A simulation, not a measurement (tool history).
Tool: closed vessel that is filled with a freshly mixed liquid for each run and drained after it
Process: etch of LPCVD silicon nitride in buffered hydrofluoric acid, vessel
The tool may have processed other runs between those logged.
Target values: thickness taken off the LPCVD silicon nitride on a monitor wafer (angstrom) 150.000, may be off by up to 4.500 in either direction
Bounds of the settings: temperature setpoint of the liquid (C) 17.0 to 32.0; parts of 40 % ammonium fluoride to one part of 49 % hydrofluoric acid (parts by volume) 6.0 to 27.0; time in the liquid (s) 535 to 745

run	day	temperature setpoint of the liquid (C)	parts of 40 % ammonium fluoride to one part of 49 % hydrofluoric acid (parts by volume)	time in the liquid (s)	thickness taken off the LPCVD silicon nitride on a monitor wafer (angstrom)
1	0.000	25.0	16.5	745	73.993
2	0.258	27.5	14.5	745	96.600
3	0.379	29.0	13.5	745	112.180
4	0.479	29.0	17.0	745	89.477
5	0.725	30.0	15.0	745	105.750
6	0.962	30.0	15.0	535	77.233
7	1.133	30.0	15.0	535	76.540
8	1.246	30.5	12.0	550	100.550
9	1.558	31.0	10.0	555	123.870
10	1.712	31.5	9.0	555	135.940
11	2.092	31.5	8.5	555	143.720
12	2.183	32.0	8.0	555	159.080
13	2.262	31.5	8.0	555	156.620

Consider the 5 candidate settings below. Which is the only one whose results all fall within their allowed miss of target?
A	2.342	31.0	7.5	550	?
B	2.342	31.5	10.5	620	?
C	2.342	31.5	10.0	705	?
D	2.342	29.5	11.0	720	?
E	2.342	27.5	6.5	535	?

move	thickness taken off the LPCVD silicon nitride on a monitor wafer (angstrom)
A	160.510
B	136.110
C	162.280
D	136.070
E	149.180
A: misses by more than the last run did
B: takes the result that was furthest off past its target
C: misses by more than the last run did
D: takes the result that was furthest off past its target
E: each result inside its tolerance
Move E is the one to make.

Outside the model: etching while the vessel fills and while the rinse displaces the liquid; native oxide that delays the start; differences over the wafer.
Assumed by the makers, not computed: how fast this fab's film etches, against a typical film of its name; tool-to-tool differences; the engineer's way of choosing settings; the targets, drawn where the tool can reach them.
